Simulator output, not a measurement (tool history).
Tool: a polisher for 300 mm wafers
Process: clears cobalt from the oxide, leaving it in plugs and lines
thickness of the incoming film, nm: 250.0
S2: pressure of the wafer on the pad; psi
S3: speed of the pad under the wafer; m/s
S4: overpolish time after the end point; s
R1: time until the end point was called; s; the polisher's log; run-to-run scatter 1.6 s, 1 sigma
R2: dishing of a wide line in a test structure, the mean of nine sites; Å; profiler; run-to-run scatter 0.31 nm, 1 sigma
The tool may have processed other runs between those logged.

run 1 day=0 | flow_of_slurry_(ml/min)=295 S2=1.8 S3=0.9 S4=27 | R1=69.059 R2=261.09
run 2 day=0.042 | flow_of_slurry_(ml/min)=295 S2=1.8 S3=0.68 S4=27 | R1=87.585 R2=247.04
run 3 day=0.208 | flow_of_slurry_(ml/min)=265 S2=1.8 S3=0.68 S4=27 | R1=87.324 R2=241.49
run 4 day=0.325 | flow_of_slurry_(ml/min)=240 S2=1.7 S3=0.62 S4=21 | R1=99.58 R2=225.38
run 5 day=0.621 | flow_of_slurry_(ml/min)=240 S2=1.4 S3=0.62 S4=21 | R1=118.73 R2=208.5
run 6 day=0.95 | flow_of_slurry_(ml/min)=240 S2=1.4 S3=0.62 S4=12 | R1=119.51 R2=154.74
run 7 day=1.283 | flow_of_slurry_(ml/min)=235 S2=1.4 S3=0.6 S4=14 | R1=122.09 R2=161.18

What will run 8 give?
run 8 day=1.55 | flow_of_slurry_(ml/min)=235 S2=1.4 S3=0.6 S4=16 | R1=? R2=?

R1: 124.03 s
R2: 181.27 Å
